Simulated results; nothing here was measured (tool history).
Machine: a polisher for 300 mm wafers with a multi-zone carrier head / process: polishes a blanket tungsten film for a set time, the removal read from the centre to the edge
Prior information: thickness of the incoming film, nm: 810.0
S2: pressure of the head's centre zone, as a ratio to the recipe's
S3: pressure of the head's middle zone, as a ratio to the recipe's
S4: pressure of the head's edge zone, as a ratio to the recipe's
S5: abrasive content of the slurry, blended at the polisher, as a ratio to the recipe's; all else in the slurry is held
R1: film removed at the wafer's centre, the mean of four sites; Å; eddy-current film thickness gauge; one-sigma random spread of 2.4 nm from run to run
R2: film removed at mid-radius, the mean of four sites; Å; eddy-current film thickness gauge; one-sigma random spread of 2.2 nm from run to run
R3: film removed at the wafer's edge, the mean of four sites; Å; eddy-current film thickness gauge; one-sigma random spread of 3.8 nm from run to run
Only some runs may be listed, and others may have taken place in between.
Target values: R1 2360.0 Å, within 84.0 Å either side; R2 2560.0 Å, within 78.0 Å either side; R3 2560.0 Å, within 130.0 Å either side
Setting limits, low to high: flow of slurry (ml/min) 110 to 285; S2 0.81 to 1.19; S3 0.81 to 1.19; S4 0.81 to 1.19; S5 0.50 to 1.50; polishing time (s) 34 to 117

run 1 hour=0.0 | flow_of_slurry_(ml/min)=180 S2=1.00 S3=1.00 S4=1.00 S5=1.00 polishing_time_(s)=75 | R1=3479.0 R2=3504.8 R3=3445.4
run 2 hour=1.9 | flow_of_slurry_(ml/min)=180 S2=1.05 S3=1.00 S4=1.00 S5=1.00 polishing_time_(s)=75 | R1=3584.3 R2=3512.7 R3=3482.3
run 3 hour=6.3 | flow_of_slurry_(ml/min)=180 S2=1.05 S3=0.94 S4=1.00 S5=1.00 polishing_time_(s)=75 | R1=3624.6 R2=3303.7 R3=3441.1
run 4 hour=7.3 | flow_of_slurry_(ml/min)=180 S2=1.05 S3=0.94 S4=1.00 S5=0.85 polishing_time_(s)=75 | R1=3514.3 R2=3176.6 R3=3427.1
run 5 hour=15.0 | flow_of_slurry_(ml/min)=170 S2=0.99 S3=0.96 S4=0.95 S5=0.75 polishing_time_(s)=71 | R1=3096.8 R2=2966.9 R3=3084.9
run 6 hour=18.4 | flow_of_slurry_(ml/min)=170 S2=0.99 S3=0.96 S4=0.95 S5=0.75 polishing_time_(s)=57 | R1=2440.0 R2=2359.1 R3=2416.5
run 7 hour=23.2 | flow_of_slurry_(ml/min)=175 S2=0.97 S3=0.98 S4=0.97 S5=0.75 polishing_time_(s)=57 | R1=2374.8 R2=2440.9 R3=2486.1
run 8 hour=26.3 | flow_of_slurry_(ml/min)=180 S2=0.96 S3=0.99 S4=0.98 S5=0.75 polishing_time_(s)=57 | R1=2372.5 R2=2457.7 R3=2480.6

Of the 4 settings listed for the next run, only one would bring every result within its allowed miss of target. Which one?
run A hour=29.4 | flow_of_slurry_(ml/min)=195 S2=1.02 S3=0.98 S4=0.99 S5=0.80 polishing_time_(s)=52 | R1=? R2=? R3=?
run B hour=29.4 | flow_of_slurry_(ml/min)=195 S2=0.92 S3=1.00 S4=1.01 S5=0.90 polishing_time_(s)=55 | R1=? R2=? R3=?
run C hour=29.4 | flow_of_slurry_(ml/min)=215 S2=0.91 S3=0.85 S4=0.98 S5=0.50 polishing_time_(s)=62 | R1=? R2=? R3=?
run D hour=29.4 | flow_of_slurry_(ml/min)=150 S2=0.94 S3=0.96 S4=1.06 S5=0.85 polishing_time_(s)=56 | R1=? R2=? R3=?

move=A R1=2354.6 R2=2295.2 R3=2394.2
move=B R1=2340.8 R2=2529.5 R3=2618.1
move=C R1=2372.7 R2=2262.6 R3=2632.8
move=D R1=2267.8 R2=2341.3 R3=2603.3
A: its largest miss is bigger than the last run's
B: every result lands within tolerance
C: its largest miss is bigger than the last run's
D: its largest miss is bigger than the last run's
B meets every target.

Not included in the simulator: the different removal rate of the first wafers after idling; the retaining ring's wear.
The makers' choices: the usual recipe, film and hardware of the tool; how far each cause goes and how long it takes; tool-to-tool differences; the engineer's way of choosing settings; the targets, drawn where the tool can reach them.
